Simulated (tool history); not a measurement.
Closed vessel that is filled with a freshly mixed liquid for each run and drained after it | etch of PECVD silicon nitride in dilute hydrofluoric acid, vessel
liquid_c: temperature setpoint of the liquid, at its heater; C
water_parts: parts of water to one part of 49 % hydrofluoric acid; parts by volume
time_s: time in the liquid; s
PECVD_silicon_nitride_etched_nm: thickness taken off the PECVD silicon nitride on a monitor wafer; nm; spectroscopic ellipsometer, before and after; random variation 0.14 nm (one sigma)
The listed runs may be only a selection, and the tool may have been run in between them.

| run | day | liquid_c | water_parts | time_s | PECVD_silicon_nitride_etched_nm |
|---|---|---|---|---|---|
| 1 | 0 | 26 | 300 | 3085 | 29.039 |
| 2 | 0.371 | 26 | 300 | 3290 | 31.215 |
| 3 | 0.654 | 27.5 | 300 | 3290 | 33.915 |
| 4 | 0.862 | 29 | 300 | 3290 | 37.167 |
| 5 | 0.992 | 29.5 | 300 | 3290 | 38.143 |
| 6 | 1.233 | 30 | 300 | 3290 | 39.098 |

The next listed run, before its measurement:
| 7 | 1.442 | 30.5 | 300 | 3290 | ? |

Run 7 yielded PECVD_silicon_nitride_etched_nm 40.332 nm.
